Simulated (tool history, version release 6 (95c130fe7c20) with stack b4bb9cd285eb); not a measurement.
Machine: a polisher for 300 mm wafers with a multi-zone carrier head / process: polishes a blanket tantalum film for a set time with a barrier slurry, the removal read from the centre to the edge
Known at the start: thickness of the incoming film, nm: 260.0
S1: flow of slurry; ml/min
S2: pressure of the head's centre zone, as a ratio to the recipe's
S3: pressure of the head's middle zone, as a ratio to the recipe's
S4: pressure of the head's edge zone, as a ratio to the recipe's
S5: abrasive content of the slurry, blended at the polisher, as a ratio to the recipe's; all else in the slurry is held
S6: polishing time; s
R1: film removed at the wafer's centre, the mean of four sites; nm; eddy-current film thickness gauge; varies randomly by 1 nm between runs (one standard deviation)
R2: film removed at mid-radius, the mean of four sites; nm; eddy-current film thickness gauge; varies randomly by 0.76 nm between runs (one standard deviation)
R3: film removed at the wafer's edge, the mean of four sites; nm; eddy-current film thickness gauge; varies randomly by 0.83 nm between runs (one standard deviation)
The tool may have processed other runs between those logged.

run  hour   S1    S2    S3    S4    S5  S6      R1      R2      R3
  1     0  180     1     1     1     1  42  107.63  100.66  105.52
  2   5.9  165  0.97  0.94  1.01  0.85  42  99.546  90.991  100.93
  3    10  165  0.94  0.94  1.01  0.85  42  95.701  90.801  100.18
  4  16.8  165  0.94  0.94  1.01     1  42  101.59  95.051  107.52
  5  25.1  155  0.93   0.9  1.02  0.85  41  92.145  82.867  97.983
  6  30.1  155  0.93  0.93  1.02  0.85  41  92.359  86.341  98.519
  7  30.8  145  0.91  0.89  1.01   0.8  41  88.152  80.128  95.213
  8  35.9  140   0.9  0.87     1   0.8  41  86.302  78.522  94.265

Predict the results of run 9:
  9  40.8  135  0.9  0.85  0.99  0.8  41   ?   ?   ?

{"run 9": {"R1": 85.675, "R2": 76.858, "R3": 94.271}}

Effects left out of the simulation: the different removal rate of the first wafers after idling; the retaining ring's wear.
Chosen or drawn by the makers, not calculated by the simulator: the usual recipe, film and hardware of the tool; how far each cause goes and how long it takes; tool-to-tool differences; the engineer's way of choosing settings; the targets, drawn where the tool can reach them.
